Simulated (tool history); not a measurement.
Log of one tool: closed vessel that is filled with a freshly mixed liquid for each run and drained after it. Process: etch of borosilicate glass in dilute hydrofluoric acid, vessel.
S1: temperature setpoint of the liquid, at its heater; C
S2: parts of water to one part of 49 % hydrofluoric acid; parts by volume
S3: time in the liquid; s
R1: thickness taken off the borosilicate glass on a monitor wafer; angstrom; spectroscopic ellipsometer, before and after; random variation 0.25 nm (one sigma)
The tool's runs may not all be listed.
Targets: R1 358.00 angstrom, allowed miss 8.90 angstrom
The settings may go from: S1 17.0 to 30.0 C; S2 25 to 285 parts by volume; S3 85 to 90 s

Run 1, hour 0.0: S1 22.0 C, S2 155 parts by volume, S3 85 s. Result: R1 134.54 angstrom.
Run 2, hour 6.1: S1 23.0 C, S2 140 parts by volume, S3 85 s. Result: R1 155.73 angstrom.
Run 3, hour 13.0: S1 23.0 C, S2 140 parts by volume, S3 90 s. Result: R1 167.93 angstrom.
Run 4, hour 19.2: S1 24.0 C, S2 130 parts by volume, S3 90 s. Result: R1 190.17 angstrom.
Run 5, hour 25.1: S1 25.0 C, S2 120 parts by volume, S3 90 s. Result: R1 214.68 angstrom.
Run 6, hour 28.3: S1 25.5 C, S2 115 parts by volume, S3 90 s. Result: R1 229.96 angstrom.
Run 7, hour 30.2: S1 26.0 C, S2 110 parts by volume, S3 90 s. Result: R1 248.11 angstrom.
Run 8, hour 39.0: S1 26.5 C, S2 105 parts by volume, S3 90 s. Result: R1 266.45 angstrom.
Run 9, hour 43.7: S1 27.0 C, S2 105 parts by volume, S3 90 s. Result: R1 271.97 angstrom.
Run 10, hour 50.8: S1 27.5 C, S2 105 parts by volume, S3 90 s. Result: R1 275.08 angstrom.

5 next moves are on the table. One of them brings every result within its allowed miss. Which?
Run A, hour 57.9: S1 30.0 C, S2 80 parts by volume, S3 90 s. Result: R1 ?.
Run B, hour 57.9: S1 29.0 C, S2 100 parts by volume, S3 90 s. Result: R1 ?.
Run C, hour 57.9: S1 27.5 C, S2 140 parts by volume, S3 85 s. Result: R1 ?.
Run D, hour 57.9: S1 27.5 C, S2 75 parts by volume, S3 90 s. Result: R1 ?.
Run E, hour 57.9: S1 29.5 C, S2 90 parts by volume, S3 90 s. Result: R1 ?.

move      R1
   A  410.24
   B  307.10
   C  185.80
   D  400.11
   E  352.66
A: takes the result that was furthest off past its target
B: nearer than the last run, and not there yet
C: further off than the last run
D: takes the result that was furthest off past its target
E: meets every target
Answer: E

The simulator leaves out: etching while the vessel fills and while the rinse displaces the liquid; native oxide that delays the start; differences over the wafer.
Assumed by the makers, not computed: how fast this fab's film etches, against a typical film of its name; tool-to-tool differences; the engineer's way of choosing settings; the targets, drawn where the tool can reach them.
